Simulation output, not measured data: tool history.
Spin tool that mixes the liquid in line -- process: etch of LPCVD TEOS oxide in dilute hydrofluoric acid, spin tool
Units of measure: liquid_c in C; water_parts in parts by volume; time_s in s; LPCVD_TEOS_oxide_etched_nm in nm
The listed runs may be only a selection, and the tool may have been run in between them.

run,hour,liquid_c,water_parts,time_s,LPCVD_TEOS_oxide_etched_nm
1,0.0,22.0,150,245,49.171
2,8.0,24.5,135,245,61.664
3,8.9,24.5,165,245,48.652
4,17.1,23.0,165,245,45.477
5,21.2,26.0,165,245,51.698
6,26.2,29.0,165,245,57.746
7,27.8,29.5,145,245,68.683
8,29.9,29.5,135,245,74.348
9,31.0,29.5,125,245,80.896

Estimate the outcome of run 10 from the log above:
10,33.9,29.5,120,245,?

Run 10 measured LPCVD_TEOS_oxide_etched_nm 85.335 nm.
